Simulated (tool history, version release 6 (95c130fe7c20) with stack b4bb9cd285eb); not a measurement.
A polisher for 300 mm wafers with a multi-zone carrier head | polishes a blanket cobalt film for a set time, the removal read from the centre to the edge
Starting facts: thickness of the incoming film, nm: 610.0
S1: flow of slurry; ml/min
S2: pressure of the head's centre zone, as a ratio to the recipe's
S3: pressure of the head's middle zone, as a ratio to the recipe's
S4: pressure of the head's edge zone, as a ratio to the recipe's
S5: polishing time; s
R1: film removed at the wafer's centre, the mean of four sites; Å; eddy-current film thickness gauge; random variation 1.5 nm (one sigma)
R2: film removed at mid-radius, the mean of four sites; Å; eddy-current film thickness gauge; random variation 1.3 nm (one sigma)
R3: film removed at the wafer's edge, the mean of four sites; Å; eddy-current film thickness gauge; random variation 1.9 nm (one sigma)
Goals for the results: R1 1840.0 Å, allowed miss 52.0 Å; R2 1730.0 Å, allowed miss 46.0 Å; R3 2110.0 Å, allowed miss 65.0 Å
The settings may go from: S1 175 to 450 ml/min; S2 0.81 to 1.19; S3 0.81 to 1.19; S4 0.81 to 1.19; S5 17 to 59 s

run,hour,S1,S2,S3,S4,S5,R1,R2,R3
1,0.0,290,1.00,1.00,1.00,38,2022.4,2057.2,2061.4
2,8.2,260,1.00,1.00,1.00,38,2031.4,2015.7,1984.1
3,15.4,260,1.00,1.00,1.00,43,2290.5,2253.7,2293.4
4,19.3,295,1.00,1.00,1.00,43,2261.3,2286.0,2275.4
5,21.8,280,0.96,0.94,1.01,42,2119.7,2122.0,2247.6
6,30.1,280,0.96,0.94,1.05,42,2168.8,2136.5,2295.2
7,37.7,260,0.93,0.90,1.06,41,2011.3,1988.8,2190.0
8,43.4,245,0.92,0.87,1.09,40,1947.2,1884.9,2205.4

Of the 5 settings listed for the next run, only one would bring every result within its allowed miss of target. Which one?
A,49.1,280,0.93,0.85,1.16,37,?,?,?
B,49.1,285,0.90,0.88,1.01,44,?,?,?
C,49.1,240,0.98,0.92,1.05,38,?,?,?
D,49.1,330,0.83,0.85,1.19,39,?,?,?
E,49.1,200,0.94,0.90,1.09,36,?,?,?

move,R1,R2,R3
A,1832.9,1712.4,2110.6
B,2112.1,2098.7,2352.9
C,1962.2,1857.8,2049.0
D,1743.6,1825.4,2271.3
E,1757.2,1706.3,1956.8
A: all results in spec
B: further off than the last run
C: nearer the targets than the last run, but a result is still out of spec
D: nearer the targets than the last run, but a result is still out of spec
E: the worst result of the last run now meets its target, but another is out of spec
Go with A: it meets all targets.

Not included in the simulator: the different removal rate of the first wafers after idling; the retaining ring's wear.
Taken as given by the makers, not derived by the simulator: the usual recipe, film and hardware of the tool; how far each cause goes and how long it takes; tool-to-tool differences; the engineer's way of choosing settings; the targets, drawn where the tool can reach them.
